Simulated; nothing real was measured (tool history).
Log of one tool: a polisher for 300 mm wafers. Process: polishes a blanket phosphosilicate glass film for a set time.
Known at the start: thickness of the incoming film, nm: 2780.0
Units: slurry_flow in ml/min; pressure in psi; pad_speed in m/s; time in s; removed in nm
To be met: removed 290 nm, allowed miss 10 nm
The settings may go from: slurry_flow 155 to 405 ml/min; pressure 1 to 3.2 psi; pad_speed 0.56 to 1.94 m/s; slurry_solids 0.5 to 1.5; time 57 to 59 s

{"run": 1, "hour": 0.0, "slurry_flow": 260, "pressure": 2.1, "pad_speed": 1.24, "slurry_solids": 1, "time": 57, "removed": 331.01}
{"run": 2, "hour": 2.7, "slurry_flow": 260, "pressure": 2.1, "pad_speed": 1.24, "slurry_solids": 1, "time": 57, "removed": 332.91}
{"run": 3, "hour": 11.4, "slurry_flow": 260, "pressure": 2.1, "pad_speed": 1.24, "slurry_solids": 1.1, "time": 57, "removed": 345.38}
{"run": 4, "hour": 17.7, "slurry_flow": 260, "pressure": 2.1, "pad_speed": 1.24, "slurry_solids": 1.1, "time": 59, "removed": 352.18}
{"run": 5, "hour": 21.5, "slurry_flow": 260, "pressure": 2, "pad_speed": 1.24, "slurry_solids": 1.1, "time": 59, "removed": 338.4}
{"run": 6, "hour": 22.4, "slurry_flow": 305, "pressure": 2, "pad_speed": 1.24, "slurry_solids": 1.1, "time": 59, "removed": 342.4}
{"run": 7, "hour": 23.5, "slurry_flow": 305, "pressure": 1.9, "pad_speed": 1.24, "slurry_solids": 1.1, "time": 59, "removed": 323.53}
{"run": 8, "hour": 28.5, "slurry_flow": 305, "pressure": 1.8, "pad_speed": 1.24, "slurry_solids": 1.1, "time": 59, "removed": 307.81}

5 next moves are on the table. One of them brings every result within its allowed miss. Which?
{"run": "A", "hour": 33.5, "slurry_flow": 285, "pressure": 1.9, "pad_speed": 1.22, "slurry_solids": 1.1, "time": 59, "removed": "?"}
{"run": "B", "hour": 33.5, "slurry_flow": 305, "pressure": 1.6, "pad_speed": 1.46, "slurry_solids": 1.05, "time": 59, "removed": "?"}
{"run": "C", "hour": 33.5, "slurry_flow": 345, "pressure": 1.8, "pad_speed": 1.3, "slurry_solids": 1.25, "time": 57, "removed": "?"}
{"run": "D", "hour": 33.5, "slurry_flow": 305, "pressure": 1.7, "pad_speed": 1.24, "slurry_solids": 1.2, "time": 57, "removed": "?"}
{"run": "E", "hour": 33.5, "slurry_flow": 300, "pressure": 1.8, "pad_speed": 1.1, "slurry_solids": 1.1, "time": 57, "removed": "?"}

move=A removed=324.94
move=B removed=314.93
move=C removed=330.47
move=D removed=294.86
move=E removed=275.32
A: further off than the last run
B: further off than the last run
C: further off than the last run
D: meets every target
E: takes the result that was furthest off past its target
Move D is the one to make.
